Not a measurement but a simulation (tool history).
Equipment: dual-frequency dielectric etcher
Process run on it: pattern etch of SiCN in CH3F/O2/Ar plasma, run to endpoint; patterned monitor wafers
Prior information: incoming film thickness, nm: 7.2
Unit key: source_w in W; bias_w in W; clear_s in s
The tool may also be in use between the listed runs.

run,day,source_w,bias_w,clear_s
1,0.000,340,96,19.507
2,0.142,350,97,19.202
3,0.462,360,98,19.121
4,0.796,370,99,18.651
5,0.912,380,99,18.548
6,1.200,380,87,19.584
7,1.238,390,88,19.471
8,1.367,400,90,19.093
9,1.733,410,91,18.614

Run 10 is up next; what results do you expect?
10,1.938,420,91,?

Run 10 gave clear_s 18.577 s.
